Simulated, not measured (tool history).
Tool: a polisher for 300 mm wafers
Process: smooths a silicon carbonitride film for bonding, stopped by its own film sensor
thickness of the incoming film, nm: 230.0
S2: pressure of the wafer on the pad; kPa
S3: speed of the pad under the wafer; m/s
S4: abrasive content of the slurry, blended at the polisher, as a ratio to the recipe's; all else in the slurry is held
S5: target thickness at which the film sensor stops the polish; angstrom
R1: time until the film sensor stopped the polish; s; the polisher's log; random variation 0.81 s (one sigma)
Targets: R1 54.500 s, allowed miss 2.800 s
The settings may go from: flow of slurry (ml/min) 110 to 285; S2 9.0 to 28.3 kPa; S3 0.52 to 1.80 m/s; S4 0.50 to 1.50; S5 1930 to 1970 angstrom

{"run": 1, "hour": 0.0, "flow of slurry (ml/min)": 180, "S2": 18.6, "S3": 1.16, "S4": 1.0, "S5": 1930, "R1": 92.012}
{"run": 2, "hour": 3.9, "flow of slurry (ml/min)": 210, "S2": 18.6, "S3": 1.16, "S4": 1.0, "S5": 1930, "R1": 89.175}
{"run": 3, "hour": 5.9, "flow of slurry (ml/min)": 210, "S2": 18.6, "S3": 1.36, "S4": 1.0, "S5": 1930, "R1": 78.379}
{"run": 4, "hour": 10.0, "flow of slurry (ml/min)": 210, "S2": 18.6, "S3": 1.36, "S4": 1.0, "S5": 1970, "R1": 68.771}
{"run": 5, "hour": 12.1, "flow of slurry (ml/min)": 210, "S2": 14.5, "S3": 1.36, "S4": 1.0, "S5": 1970, "R1": 89.885}
{"hour": 16.8, "done": "worn pad replaced by a new one"}
{"run": 6, "hour": 16.8, "flow of slurry (ml/min)": 210, "S2": 14.5, "S3": 1.36, "S4": 1.0, "S5": 1930, "R1": 90.366}
{"run": 7, "hour": 25.3, "flow of slurry (ml/min)": 210, "S2": 15.9, "S3": 1.38, "S4": 1.0, "S5": 1930, "R1": 80.867}
{"run": 8, "hour": 32.5, "flow of slurry (ml/min)": 210, "S2": 17.2, "S3": 1.38, "S4": 1.0, "S5": 1930, "R1": 74.673}

4 next moves are on the table. One of them brings every result within its allowed miss. Which?
{"run": "A", "hour": 39.7, "flow of slurry (ml/min)": 115, "S2": 17.9, "S3": 1.54, "S4": 1.1, "S5": 1960, "R1": "?"}
{"run": "B", "hour": 39.7, "flow of slurry (ml/min)": 225, "S2": 22.1, "S3": 1.66, "S4": 1.1, "S5": 1970, "R1": "?"}
{"run": "C", "hour": 39.7, "flow of slurry (ml/min)": 215, "S2": 18.6, "S3": 1.78, "S4": 0.8, "S5": 1970, "R1": "?"}
{"run": "D", "hour": 39.7, "flow of slurry (ml/min)": 235, "S2": 19.3, "S3": 1.48, "S4": 1.05, "S5": 1930, "R1": "?"}

move=A R1=60.906
move=B R1=42.897
move=C R1=55.063
move=D R1=60.958
A: nearer than the last run, and not there yet
B: takes the result that was furthest off past its target
C: meets every target
D: nearer than the last run, and not there yet
Answer: C
